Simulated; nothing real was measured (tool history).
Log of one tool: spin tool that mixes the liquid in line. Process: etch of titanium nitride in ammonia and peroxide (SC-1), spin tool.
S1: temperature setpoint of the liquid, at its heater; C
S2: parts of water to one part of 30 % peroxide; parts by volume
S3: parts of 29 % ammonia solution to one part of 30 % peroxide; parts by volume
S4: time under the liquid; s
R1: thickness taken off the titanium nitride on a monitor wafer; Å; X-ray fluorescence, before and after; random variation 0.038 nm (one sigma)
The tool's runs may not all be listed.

run 1 hour=0.0 | S1=62 S2=28.5 S3=0.80 S4=295 | R1=152.77
run 2 hour=2.4 | S1=60 S2=28.5 S3=0.80 S4=295 | R1=133.65
run 3 hour=10.1 | S1=60 S2=28.5 S3=0.80 S4=295 | R1=133.59
run 4 hour=11.9 | S1=60 S2=28.5 S3=0.55 S4=295 | R1=123.97
run 5 hour=17.1 | S1=60 S2=28.5 S3=0.55 S4=295 | R1=125.18
run 6 hour=26.1 | S1=60 S2=28.5 S3=0.55 S4=315 | R1=133.29
run 7 hour=28.0 | S1=59 S2=28.5 S3=0.55 S4=315 | R1=124.70
run 8 hour=31.3 | S1=58 S2=28.5 S3=0.55 S4=315 | R1=117.21

The next listed run, before its measurement:
run 9 hour=33.4 | S1=58 S2=28.5 S3=0.55 S4=315 | R1=?

Run 9 gave R1 116.86 Å.
